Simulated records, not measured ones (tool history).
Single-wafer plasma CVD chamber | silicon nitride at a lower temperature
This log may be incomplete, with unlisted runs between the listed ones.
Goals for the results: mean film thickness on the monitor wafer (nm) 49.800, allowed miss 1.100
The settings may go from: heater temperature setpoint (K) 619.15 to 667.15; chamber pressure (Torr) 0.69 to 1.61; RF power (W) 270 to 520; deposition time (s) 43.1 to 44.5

run,day,heater temperature setpoint (K),chamber pressure (Torr),RF power (W),deposition time (s),mean film thickness on the monitor wafer (nm)
1,0.000,643.15,1.15,395,43.1,57.059
2,0.308,636.15,1.15,395,43.1,57.248
3,0.475,636.15,1.28,395,43.1,58.626
4,0.629,636.15,1.16,375,43.1,55.353
5,0.862,636.15,1.24,375,43.1,56.554
6,0.996,636.15,1.35,375,43.1,57.801
7,1.250,636.15,1.21,360,43.1,54.727
# day 1.354: thermocouple changed; heater temperature recalibrated
8,1.354,636.15,1.12,350,43.1,52.607

Next run, 4 choices. One meets every target within its allowed miss, the rest don't. Which?
A,1.458,621.15,1.14,290,43.1,?
B,1.458,634.15,1.00,375,44.5,?
C,1.458,640.15,0.89,365,43.1,?
D,1.458,635.15,1.13,355,44.5,?

move,mean film thickness on the monitor wafer (nm)
A,47.817
B,55.027
C,50.368
D,55.328
A: the result that was furthest off in the last run now lies on the other side of its target
B: further off than the last run
C: all results in spec
D: further off than the last run
Go with C: it meets all targets.
